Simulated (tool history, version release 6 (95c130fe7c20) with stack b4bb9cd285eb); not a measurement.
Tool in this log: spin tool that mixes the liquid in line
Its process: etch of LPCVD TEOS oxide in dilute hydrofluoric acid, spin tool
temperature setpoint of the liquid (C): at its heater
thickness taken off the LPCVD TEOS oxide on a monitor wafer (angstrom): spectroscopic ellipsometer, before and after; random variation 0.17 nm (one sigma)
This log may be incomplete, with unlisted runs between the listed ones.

| run | hour | temperature setpoint of the liquid (C) | parts of water to one part of 49 % hydrofluoric acid (parts by volume) | time under the liquid (s) | thickness taken off the LPCVD TEOS oxide on a monitor wafer (angstrom) |
|---|---|---|---|---|---|
| 1 | 0 | 24 | 115 | 55 | 122.71 |
| 2 | 6.6 | 24 | 95 | 55 | 155.31 |
| 3 | 13 | 24.5 | 95 | 55 | 153.58 |
| 4 | 20.3 | 24.5 | 95 | 55 | 154.91 |
| 5 | 26.3 | 25 | 95 | 55 | 159.04 |
| 6 | 30.4 | 25 | 115 | 55 | 127.97 |

Estimate the outcome of run 7 from the log above:
| 7 | 34.3 | 25.5 | 115 | 55 | ? |

{"run 7": {"thickness taken off the LPCVD TEOS oxide on a monitor wafer (angstrom)": 132.79}}

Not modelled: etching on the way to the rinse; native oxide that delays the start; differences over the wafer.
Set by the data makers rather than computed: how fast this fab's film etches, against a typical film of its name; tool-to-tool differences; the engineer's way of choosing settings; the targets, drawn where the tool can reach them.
